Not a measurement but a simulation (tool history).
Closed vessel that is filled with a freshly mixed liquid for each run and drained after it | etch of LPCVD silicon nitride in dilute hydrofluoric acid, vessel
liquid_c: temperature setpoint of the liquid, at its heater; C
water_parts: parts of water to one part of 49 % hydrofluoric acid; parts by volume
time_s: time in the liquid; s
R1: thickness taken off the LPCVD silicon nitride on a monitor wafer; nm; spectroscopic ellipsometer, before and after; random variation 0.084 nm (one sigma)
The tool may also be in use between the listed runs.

Run 1, hour 0: liquid_c 21 C, water_parts 45 parts by volume, time_s 610 s. Result: R1 5.6616 nm.
Run 2, hour 5: liquid_c 21 C, water_parts 55 parts by volume, time_s 610 s. Result: R1 4.6936 nm.
Run 3, hour 9.1: liquid_c 21 C, water_parts 55 parts by volume, time_s 460 s. Result: R1 3.5108 nm.
Run 4, hour 17.6: liquid_c 21 C, water_parts 50 parts by volume, time_s 460 s. Result: R1 3.857 nm.
Run 5, hour 21.7: liquid_c 22.5 C, water_parts 50 parts by volume, time_s 460 s. Result: R1 4.2878 nm.
Run 6, hour 25.5: liquid_c 24 C, water_parts 45 parts by volume, time_s 465 s. Result: R1 5.4056 nm.

Forecast run 7:
Run 7, hour 29.2: liquid_c 25 C, water_parts 40 parts by volume, time_s 465 s. Result: R1 ?.

{"run 7": {"R1": 6.5091}}
